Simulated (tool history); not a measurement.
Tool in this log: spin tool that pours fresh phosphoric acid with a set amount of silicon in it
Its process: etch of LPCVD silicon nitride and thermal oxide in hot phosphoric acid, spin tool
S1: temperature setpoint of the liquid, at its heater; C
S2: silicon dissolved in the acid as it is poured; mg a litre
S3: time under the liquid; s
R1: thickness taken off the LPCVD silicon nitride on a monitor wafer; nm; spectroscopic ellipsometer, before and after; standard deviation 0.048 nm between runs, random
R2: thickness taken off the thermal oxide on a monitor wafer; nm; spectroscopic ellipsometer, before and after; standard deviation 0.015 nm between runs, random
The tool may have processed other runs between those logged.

| run | hour | S1 | S2 | S3 | R1 | R2 |
|---|---|---|---|---|---|---|
| 1 | 0.0 | 159.0 | 14.0 | 145 | 12.0610 | 0.31128 |
| 2 | 1.1 | 158.5 | 16.0 | 145 | 11.9050 | 0.27723 |
| 3 | 3.6 | 158.0 | 17.5 | 140 | 11.3980 | 0.25791 |
| 4 | 12.5 | 157.0 | 17.5 | 140 | 10.8640 | 0.22959 |
| 5 | 21.0 | 157.0 | 19.0 | 140 | 10.9440 | 0.19572 |
| 6 | 28.5 | 157.0 | 19.0 | 90 | 7.0161 | 0.13003 |
| 7 | 36.3 | 158.0 | 21.0 | 95 | 7.7176 | 0.13598 |
| 8 | 43.1 | 159.0 | 22.0 | 95 | 7.8897 | 0.11218 |
| 9 | 48.4 | 159.5 | 21.5 | 95 | 8.0532 | 0.17680 |
| 10 | 50.8 | 160.0 | 30.5 | 130 | 11.1440 | 0.14776 |
| 11 | 56.6 | 159.5 | 29.0 | 130 | 11.1000 | 0.17408 |
| 12 | 63.7 | 157.0 | 31.0 | 125 | 9.6605 | 0.11919 |

The next listed run, before its measurement:
| 13 | 66.8 | 157.0 | 30.0 | 125 | ? | ? |

Run 13 measured R1 9.7799 nm, R2 0.13742 nm.
